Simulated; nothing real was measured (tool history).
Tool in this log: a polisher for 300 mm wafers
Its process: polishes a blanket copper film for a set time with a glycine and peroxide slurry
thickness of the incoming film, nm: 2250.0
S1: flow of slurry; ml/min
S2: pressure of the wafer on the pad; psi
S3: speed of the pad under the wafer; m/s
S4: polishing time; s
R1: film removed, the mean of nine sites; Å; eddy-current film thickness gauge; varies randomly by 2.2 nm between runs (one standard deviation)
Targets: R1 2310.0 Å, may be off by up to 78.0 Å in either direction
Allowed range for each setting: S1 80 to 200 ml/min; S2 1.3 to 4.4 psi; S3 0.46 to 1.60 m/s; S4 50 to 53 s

Run 1, hour 0.0: S1 130 ml/min, S2 2.8 psi, S3 1.02 m/s, S4 50 s. Result: R1 2737.0 Å.
Run 2, hour 2.6: S1 130 ml/min, S2 2.8 psi, S3 1.14 m/s, S4 50 s. Result: R1 2889.7 Å.
Run 3, hour 10.6: S1 155 ml/min, S2 2.8 psi, S3 1.14 m/s, S4 50 s. Result: R1 3047.5 Å.
Run 4, hour 18.4: S1 155 ml/min, S2 2.8 psi, S3 0.90 m/s, S4 50 s. Result: R1 2570.1 Å.
Run 5, hour 25.1: S1 155 ml/min, S2 2.1 psi, S3 0.90 m/s, S4 50 s. Result: R1 2044.0 Å.
Run 6, hour 25.9: S1 155 ml/min, S2 1.5 psi, S3 0.90 m/s, S4 50 s. Result: R1 1608.7 Å.
Run 7, hour 34.6: S1 160 ml/min, S2 1.6 psi, S3 0.90 m/s, S4 50 s. Result: R1 1636.0 Å.
Run 8, hour 36.4: S1 160 ml/min, S2 1.6 psi, S3 0.90 m/s, S4 50 s. Result: R1 1663.8 Å.
Run 9, hour 40.0: S1 160 ml/min, S2 1.6 psi, S3 0.90 m/s, S4 50 s. Result: R1 1640.3 Å.
Run 10, hour 43.6: S1 160 ml/min, S2 1.7 psi, S3 0.90 m/s, S4 50 s. Result: R1 1735.3 Å.
Run 11, hour 51.3: S1 160 ml/min, S2 1.8 psi, S3 0.90 m/s, S4 50 s. Result: R1 1781.0 Å.
Run 12, hour 58.4: S1 175 ml/min, S2 2.6 psi, S3 0.92 m/s, S4 50 s. Result: R1 2484.1 Å.
At hour 64.0: slurry nozzle cleaned.
Run 13, hour 64.0: S1 170 ml/min, S2 2.5 psi, S3 0.92 m/s, S4 50 s. Result: R1 2519.6 Å.
Run 14, hour 71.4: S1 170 ml/min, S2 2.1 psi, S3 0.90 m/s, S4 50 s. Result: R1 2121.2 Å.
Run 15, hour 75.3: S1 170 ml/min, S2 2.1 psi, S3 0.90 m/s, S4 50 s. Result: R1 2169.1 Å.
Run 16, hour 76.4: S1 175 ml/min, S2 2.1 psi, S3 0.90 m/s, S4 50 s. Result: R1 2165.4 Å.

Which one of the following 4 next-run settings gets every result inside its allowed miss? There is exactly one.
Run A, hour 77.5: S1 185 ml/min, S2 1.9 psi, S3 0.86 m/s, S4 52 s. Result: R1 ?.
Run B, hour 77.5: S1 160 ml/min, S2 2.2 psi, S3 0.72 m/s, S4 53 s. Result: R1 ?.
Run C, hour 77.5: S1 195 ml/min, S2 2.6 psi, S3 0.62 m/s, S4 51 s. Result: R1 ?.
Run D, hour 77.5: S1 200 ml/min, S2 2.4 psi, S3 0.76 m/s, S4 53 s. Result: R1 ?.

move      R1
   A  2067.3
   B  2069.3
   C  2111.9
   D  2345.8
A: the biggest miss grows against the last run
B: the biggest miss grows against the last run
C: the biggest miss grows against the last run
D: all results in spec
So the answer is move D, the one that meets all the targets.

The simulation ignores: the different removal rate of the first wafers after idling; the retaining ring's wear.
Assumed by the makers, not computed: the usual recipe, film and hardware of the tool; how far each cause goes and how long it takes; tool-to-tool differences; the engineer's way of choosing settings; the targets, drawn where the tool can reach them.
